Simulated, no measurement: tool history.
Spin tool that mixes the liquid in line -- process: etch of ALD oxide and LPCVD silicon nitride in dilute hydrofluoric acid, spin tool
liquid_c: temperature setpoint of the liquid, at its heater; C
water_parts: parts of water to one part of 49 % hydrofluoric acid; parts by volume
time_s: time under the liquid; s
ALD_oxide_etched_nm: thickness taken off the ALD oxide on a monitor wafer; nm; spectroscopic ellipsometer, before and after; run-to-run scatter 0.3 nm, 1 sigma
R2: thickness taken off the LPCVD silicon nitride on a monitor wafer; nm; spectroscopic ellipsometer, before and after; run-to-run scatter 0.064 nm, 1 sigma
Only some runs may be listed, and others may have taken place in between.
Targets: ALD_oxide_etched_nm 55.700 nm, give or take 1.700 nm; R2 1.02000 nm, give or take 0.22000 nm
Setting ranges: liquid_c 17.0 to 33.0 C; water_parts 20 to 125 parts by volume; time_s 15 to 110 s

{"run": 1, "hour": 0.0, "liquid_c": 25.0, "water_parts": 70, "time_s": 55, "ALD_oxide_etched_nm": 27.872, "R2": 0.43953}
{"run": 2, "hour": 1.6, "liquid_c": 26.0, "water_parts": 65, "time_s": 55, "ALD_oxide_etched_nm": 30.875, "R2": 0.45696}
{"run": 3, "hour": 4.7, "liquid_c": 27.0, "water_parts": 60, "time_s": 55, "ALD_oxide_etched_nm": 34.971, "R2": 0.57872}
{"run": 4, "hour": 9.6, "liquid_c": 27.0, "water_parts": 85, "time_s": 55, "ALD_oxide_etched_nm": 23.98, "R2": 0.38392}
{"run": 5, "hour": 11.7, "liquid_c": 27.0, "water_parts": 65, "time_s": 55, "ALD_oxide_etched_nm": 32.375, "R2": 0.53166}
{"run": 6, "hour": 15.8, "liquid_c": 27.5, "water_parts": 60, "time_s": 55, "ALD_oxide_etched_nm": 35.654, "R2": 0.60187}
{"run": 7, "hour": 23.7, "liquid_c": 28.0, "water_parts": 55, "time_s": 55, "ALD_oxide_etched_nm": 40.209, "R2": 0.68077}
{"run": 8, "hour": 30.4, "liquid_c": 28.5, "water_parts": 55, "time_s": 55, "ALD_oxide_etched_nm": 41.585, "R2": 0.71333}
{"run": 9, "hour": 39.2, "liquid_c": 29.0, "water_parts": 55, "time_s": 55, "ALD_oxide_etched_nm": 42.013, "R2": 0.75911}
{"run": 10, "hour": 42.6, "liquid_c": 29.5, "water_parts": 55, "time_s": 55, "ALD_oxide_etched_nm": 42.695, "R2": 0.75752}
{"run": 11, "hour": 50.8, "liquid_c": 30.0, "water_parts": 55, "time_s": 55, "ALD_oxide_etched_nm": 43.527, "R2": 0.76586}
{"run": 12, "hour": 56.8, "liquid_c": 30.5, "water_parts": 55, "time_s": 55, "ALD_oxide_etched_nm": 44.864, "R2": 0.82665}
{"run": 13, "hour": 60.3, "liquid_c": 31.5, "water_parts": 50, "time_s": 55, "ALD_oxide_etched_nm": 51.295, "R2": 0.97865}
{"run": 14, "hour": 63.2, "liquid_c": 32.0, "water_parts": 45, "time_s": 55, "ALD_oxide_etched_nm": 58.332, "R2": 1.1806}

Pick the move, out of 5, that brings all results within their allowed miss; only one does.
{"run": "A", "hour": 66.1, "liquid_c": 20.5, "water_parts": 50, "time_s": 100, "ALD_oxide_etched_nm": "?", "R2": "?"}
{"run": "B", "hour": 66.1, "liquid_c": 33.0, "water_parts": 45, "time_s": 50, "ALD_oxide_etched_nm": "?", "R2": "?"}
{"run": "C", "hour": 66.1, "liquid_c": 33.0, "water_parts": 30, "time_s": 35, "ALD_oxide_etched_nm": "?", "R2": "?"}
{"run": "D", "hour": 66.1, "liquid_c": 24.5, "water_parts": 45, "time_s": 80, "ALD_oxide_etched_nm": "?", "R2": "?"}
{"run": "E", "hour": 66.1, "liquid_c": 31.0, "water_parts": 40, "time_s": 55, "ALD_oxide_etched_nm": "?", "R2": "?"}

move=A ALD_oxide_etched_nm=59.804 R2=0.86480
move=B ALD_oxide_etched_nm=55.428 R2=1.09690
move=C ALD_oxide_etched_nm=59.693 R2=1.14470
move=D ALD_oxide_etched_nm=63.219 R2=1.00750
move=E ALD_oxide_etched_nm=63.977 R2=1.19300
A: its largest miss is bigger than the last run's
B: each result inside its tolerance
C: its largest miss is bigger than the last run's
D: its largest miss is bigger than the last run's
E: its largest miss is bigger than the last run's
Go with B: it meets all targets.
